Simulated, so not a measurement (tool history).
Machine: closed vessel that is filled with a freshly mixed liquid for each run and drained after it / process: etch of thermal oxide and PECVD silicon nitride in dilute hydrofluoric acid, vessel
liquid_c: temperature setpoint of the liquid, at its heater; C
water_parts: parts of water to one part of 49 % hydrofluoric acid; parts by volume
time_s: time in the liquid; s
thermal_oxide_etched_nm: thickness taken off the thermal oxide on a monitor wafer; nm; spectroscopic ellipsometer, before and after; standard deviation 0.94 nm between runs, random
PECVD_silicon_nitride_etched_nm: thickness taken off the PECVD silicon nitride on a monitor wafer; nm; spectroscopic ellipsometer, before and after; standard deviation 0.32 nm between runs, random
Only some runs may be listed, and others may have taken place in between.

run  hour  liquid_c  water_parts  time_s  thermal_oxide_etched_nm  PECVD_silicon_nitride_etched_nm
  1     0        21          200    1800                   35.986                           12.359
  2   1.7        22          170    1785                   45.081                           15.465
  3     7        23          150    1765                   53.738                           18.259
  4   8.8        23          150    1150                     34.9                           11.879
  5  11.5        24          125    1180                   45.862                           15.707
  6  19.1        24          125     660                   25.669                           8.8831
  7  20.6        28           45    1470                   206.81                           68.341
  8  25.1        27           55    1505                   164.94                            54.51
  9  31.7      26.5           60    1530                    150.4                           50.025
 10  34.7        26           65    1545                   136.59                           45.199
 11  40.5      25.5           70    1560                   123.53                           40.714
 12  41.5      24.5          120    1740                   73.862                           24.823
 13    43        25          115    1740                   77.303                           26.559
 14  51.9        25          115    1740                   77.319                           26.561
 15  53.7        25          110    1740                   82.242                           27.997
 16  62.2        25          105    1740                   84.737                           29.327
 17  67.2        25          100    1725                   90.241                           30.523

Forecast run 18:
 18  72.8      25.5          100    1725                        ?                                ?

Run 18 measured thermal_oxide_etched_nm 92.323 nm, PECVD_silicon_nitride_etched_nm 31.408 nm.
